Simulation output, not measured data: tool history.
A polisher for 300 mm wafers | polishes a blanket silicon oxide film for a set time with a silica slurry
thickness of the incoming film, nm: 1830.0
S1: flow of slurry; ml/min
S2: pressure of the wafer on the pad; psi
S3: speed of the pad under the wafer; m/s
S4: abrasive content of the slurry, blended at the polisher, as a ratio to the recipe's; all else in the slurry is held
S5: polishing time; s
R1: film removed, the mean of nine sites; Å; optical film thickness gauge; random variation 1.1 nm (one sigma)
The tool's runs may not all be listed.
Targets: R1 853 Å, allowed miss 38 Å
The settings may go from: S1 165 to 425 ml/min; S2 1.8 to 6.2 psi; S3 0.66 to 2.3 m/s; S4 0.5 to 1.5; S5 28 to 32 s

run,hour,S1,S2,S3,S4,S5,R1
1,0,275,4,1.46,1,32,1195.6
2,4,245,4,1.46,1,32,1189.6
3,4.5,245,3.8,1.46,1,32,1108.5
4,5.4,245,3.8,1.46,1,32,1125.3
5,12.7,245,3.7,1.46,1,32,1101.9
6,14,245,3.7,1.46,1.15,32,1168.9
7,20.5,245,3.6,1.46,1.15,32,1126.6
8,21.6,245,3.5,1.46,1.15,32,1096.5
9,22.2,245,3.4,1.46,1.15,32,1070.5
10,29.1,245,2.4,1.42,1.15,32,750.42
11,33.4,245,2.9,1.44,1.15,32,913.95

4 next moves are on the table. One of them brings every result within its allowed miss. Which?
A,37.7,200,3.2,1.44,1.2,32,?
B,37.7,325,3,1.48,0.85,32,?
C,37.7,260,2.7,1.94,1.15,29,?
D,37.7,285,2.4,1.66,0.9,32,?

move,R1
A,972.72
B,851.94
C,967.94
D,765.19
A: further off than the last run
B: meets every target
C: further off than the last run
D: takes the result that was furthest off past its target
Answer: B

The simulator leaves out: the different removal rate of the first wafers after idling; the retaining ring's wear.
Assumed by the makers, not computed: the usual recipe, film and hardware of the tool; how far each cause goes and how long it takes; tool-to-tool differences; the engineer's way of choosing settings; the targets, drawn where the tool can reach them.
